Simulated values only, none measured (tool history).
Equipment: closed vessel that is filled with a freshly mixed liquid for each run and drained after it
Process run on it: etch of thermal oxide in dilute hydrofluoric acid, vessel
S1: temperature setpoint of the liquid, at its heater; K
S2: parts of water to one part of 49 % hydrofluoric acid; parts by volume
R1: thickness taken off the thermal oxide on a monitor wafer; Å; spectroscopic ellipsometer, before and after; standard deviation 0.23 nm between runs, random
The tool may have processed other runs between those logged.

run 1 hour=0 | S1=296.15 S2=65 time_in_the_liquid_(s)=1090 | R1=767.34
run 2 hour=7.8 | S1=296.15 S2=45 time_in_the_liquid_(s)=1090 | R1=1152.2
run 3 hour=14.4 | S1=295.15 S2=50 time_in_the_liquid_(s)=1090 | R1=985.93
run 4 hour=22.4 | S1=295.15 S2=40 time_in_the_liquid_(s)=1090 | R1=1242.3
run 5 hour=31.1 | S1=295.15 S2=40 time_in_the_liquid_(s)=1090 | R1=1241.5
run 6 hour=39.1 | S1=294.65 S2=45 time_in_the_liquid_(s)=1090 | R1=1079
run 7 hour=40.2 | S1=294.15 S2=50 time_in_the_liquid_(s)=1090 | R1=943.28
run 8 hour=44.5 | S1=293.65 S2=55 time_in_the_liquid_(s)=1090 | R1=833.21
run 9 hour=52.1 | S1=293.15 S2=60 time_in_the_liquid_(s)=1090 | R1=748.34
run 10 hour=56.5 | S1=292.65 S2=65 time_in_the_liquid_(s)=1090 | R1=674.22
run 11 hour=64.8 | S1=292.15 S2=65 time_in_the_liquid_(s)=1090 | R1=659.53
run 12 hour=70 | S1=291.65 S2=65 time_in_the_liquid_(s)=1090 | R1=650.13

What will run 13 give?
run 13 hour=73.9 | S1=290.65 S2=75 time_in_the_liquid_(s)=1090 | R1=?

R1: 523.4 Å
